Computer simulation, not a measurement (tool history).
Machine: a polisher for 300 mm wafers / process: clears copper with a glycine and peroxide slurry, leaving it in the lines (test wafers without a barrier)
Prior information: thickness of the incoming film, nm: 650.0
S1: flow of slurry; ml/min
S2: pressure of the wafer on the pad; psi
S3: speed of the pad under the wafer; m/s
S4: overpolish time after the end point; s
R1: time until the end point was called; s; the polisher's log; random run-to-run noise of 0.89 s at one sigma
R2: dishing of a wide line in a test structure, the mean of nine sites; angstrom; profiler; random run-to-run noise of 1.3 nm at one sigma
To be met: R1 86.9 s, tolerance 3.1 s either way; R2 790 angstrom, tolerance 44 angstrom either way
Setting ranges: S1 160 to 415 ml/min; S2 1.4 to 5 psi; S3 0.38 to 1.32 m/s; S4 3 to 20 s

run  hour   S1   S2    S3  S4      R1      R2
  1     0  265  3.2  0.84  10  117.47  405.68
  2   3.6  265  3.2  1.02  10  104.32   435.5
  3   5.2  265  3.4  1.02  12  100.56  545.93
  4   9.6  295  3.4  1.02  12  98.863  530.48
  5    15  235  3.4  1.02  12  102.62  541.61
  6  23.9  245  3.6  1.02  13  95.282  615.52
     29.3  -- worn pad replaced by a new one
  7  29.3  245  3.7  1.02  14  83.933  702.92
  8  32.7  240  3.6  1.02  15  86.643  723.38
  9  37.1  235  3.6  1.02  15  86.469  748.91
 10    40  235  3.6  1.02  15  86.396  734.07

Next run, 5 choices. One meets every target within its allowed miss, the rest don't. Which?
  A  42.9  315  4.4  0.72  14   ?   ?
  B  42.9  215  3.5  1.16  12   ?   ?
  C  42.9  215  3.8  1.04  12   ?   ?
  D  42.9  180  3.5  1.06  13   ?   ?
  E  42.9  245  3.2  1.14  17   ?   ?

move      R1      R2
   A  88.261  701.07
   B  83.176  638.68
   C  83.253  641.97
   D  90.409  638.12
   E  89.379  782.66
A: the biggest miss grows against the last run
B: the biggest miss grows against the last run
C: the biggest miss grows against the last run
D: the biggest miss grows against the last run
E: every result lands within tolerance
E is the move that brings every result within its allowed miss.
